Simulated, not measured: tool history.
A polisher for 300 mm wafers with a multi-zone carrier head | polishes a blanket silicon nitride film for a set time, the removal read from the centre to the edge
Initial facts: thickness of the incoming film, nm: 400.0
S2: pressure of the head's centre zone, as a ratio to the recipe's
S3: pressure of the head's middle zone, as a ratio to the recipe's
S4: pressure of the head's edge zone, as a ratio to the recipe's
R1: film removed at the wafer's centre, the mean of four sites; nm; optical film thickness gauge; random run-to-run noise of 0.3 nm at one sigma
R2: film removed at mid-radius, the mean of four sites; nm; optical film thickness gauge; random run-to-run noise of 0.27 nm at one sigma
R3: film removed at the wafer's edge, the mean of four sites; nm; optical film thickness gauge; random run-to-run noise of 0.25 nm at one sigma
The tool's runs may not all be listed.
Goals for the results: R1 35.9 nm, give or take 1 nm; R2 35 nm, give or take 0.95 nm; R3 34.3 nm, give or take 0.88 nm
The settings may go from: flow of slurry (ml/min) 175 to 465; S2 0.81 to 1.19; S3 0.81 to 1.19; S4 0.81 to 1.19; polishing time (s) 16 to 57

{"run": 1, "hour": 0.0, "flow of slurry (ml/min)": 295, "S2": 1, "S3": 1, "S4": 1, "polishing time (s)": 36, "R1": 60.358, "R2": 61.004, "R3": 60.948}
{"run": 2, "hour": 0.9, "flow of slurry (ml/min)": 295, "S2": 1, "S3": 1, "S4": 0.96, "polishing time (s)": 36, "R1": 61.047, "R2": 60.948, "R3": 59.633}
{"run": 3, "hour": 9.1, "flow of slurry (ml/min)": 290, "S2": 0.98, "S3": 0.98, "S4": 0.93, "polishing time (s)": 31, "R1": 50.569, "R2": 52.195, "R3": 50.806}
{"run": 4, "hour": 15.7, "flow of slurry (ml/min)": 290, "S2": 0.99, "S3": 0.96, "S4": 0.9, "polishing time (s)": 28, "R1": 45.765, "R2": 46.447, "R3": 44.809}
{"run": 5, "hour": 19.1, "flow of slurry (ml/min)": 285, "S2": 0.99, "S3": 0.94, "S4": 0.88, "polishing time (s)": 26, "R1": 43.233, "R2": 42.502, "R3": 41.366}
{"run": 6, "hour": 26.2, "flow of slurry (ml/min)": 285, "S2": 0.99, "S3": 0.94, "S4": 0.88, "polishing time (s)": 32, "R1": 52.361, "R2": 51.781, "R3": 51.212}
{"run": 7, "hour": 27.9, "flow of slurry (ml/min)": 285, "S2": 0.99, "S3": 0.93, "S4": 0.87, "polishing time (s)": 29, "R1": 47.239, "R2": 46.739, "R3": 46.116}
{"run": 8, "hour": 31.7, "flow of slurry (ml/min)": 285, "S2": 0.99, "S3": 0.92, "S4": 0.86, "polishing time (s)": 27, "R1": 43.504, "R2": 43.29, "R3": 42.307}
{"run": 9, "hour": 34.8, "flow of slurry (ml/min)": 285, "S2": 0.99, "S3": 0.91, "S4": 0.85, "polishing time (s)": 25, "R1": 40.62, "R2": 40.149, "R3": 39.056}

Which one of the following 5 next-run settings gets every result inside its allowed miss? There is exactly one.
{"run": "A", "hour": 37.9, "flow of slurry (ml/min)": 330, "S2": 1.09, "S3": 0.96, "S4": 0.83, "polishing time (s)": 21, "R1": "?", "R2": "?", "R3": "?"}
{"run": "B", "hour": 37.9, "flow of slurry (ml/min)": 270, "S2": 1, "S3": 0.92, "S4": 0.85, "polishing time (s)": 22, "R1": "?", "R2": "?", "R3": "?"}
{"run": "C", "hour": 37.9, "flow of slurry (ml/min)": 290, "S2": 1.06, "S3": 1.04, "S4": 0.86, "polishing time (s)": 22, "R1": "?", "R2": "?", "R3": "?"}
{"run": "D", "hour": 37.9, "flow of slurry (ml/min)": 325, "S2": 0.96, "S3": 1.15, "S4": 0.81, "polishing time (s)": 23, "R1": "?", "R2": "?", "R3": "?"}
{"run": "E", "hour": 37.9, "flow of slurry (ml/min)": 285, "S2": 0.97, "S3": 0.86, "S4": 0.9, "polishing time (s)": 20, "R1": "?", "R2": "?", "R3": "?"}

move=A R1=38.258 R2=35.002 R3=32.8
move=B R1=35.947 R2=34.955 R3=34.225
move=C R1=38.464 R2=38.277 R3=34.555
move=D R1=36.854 R2=43.456 R3=35.432
move=E R1=31.881 R2=30.566 R3=32.089
A: corrects the largest miss of the last run, while another result sits out of spec
B: each result inside its tolerance
C: gains on the last run, yet a result remains outside its allowed miss
D: misses by more than the last run did
E: moves the result that the last run missed by most past its target, out the other side
Answer: B
